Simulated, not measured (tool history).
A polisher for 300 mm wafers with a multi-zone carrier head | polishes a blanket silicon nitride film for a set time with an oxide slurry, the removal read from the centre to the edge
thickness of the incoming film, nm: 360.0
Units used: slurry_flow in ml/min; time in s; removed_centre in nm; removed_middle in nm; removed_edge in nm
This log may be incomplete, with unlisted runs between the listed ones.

run	hour	slurry_flow	centre_zone	middle_zone	edge_zone	slurry_solids	time	removed_centre	removed_middle	removed_edge
1	0	135	1	1	1	1	51	39.728	39.518	38.358
2	4.6	135	1	1	1	0.8	51	35.561	34.886	34.201
3	5.6	140	1.02	1	1.03	0.9	51	38.735	36.682	36.691
4	9.8	140	1.02	1	1.03	1.05	51	42.087	40.581	39.976
5	12.5	145	1.03	1	1.05	1.15	52	44.976	43.038	42.727
6	14.4	145	1.03	1	0.99	1.15	52	44.796	42.898	41.375
7	21.2	145	1.04	1.01	1.02	1.2	53	47.294	44.795	43.508

For run 8, what comes out?
8	29.8	150	1.05	1.01	1.04	1.25	54	?	?	?

{"run 8": {"removed_centre": 49.777, "removed_middle": 46.991, "removed_edge": 46.327}}

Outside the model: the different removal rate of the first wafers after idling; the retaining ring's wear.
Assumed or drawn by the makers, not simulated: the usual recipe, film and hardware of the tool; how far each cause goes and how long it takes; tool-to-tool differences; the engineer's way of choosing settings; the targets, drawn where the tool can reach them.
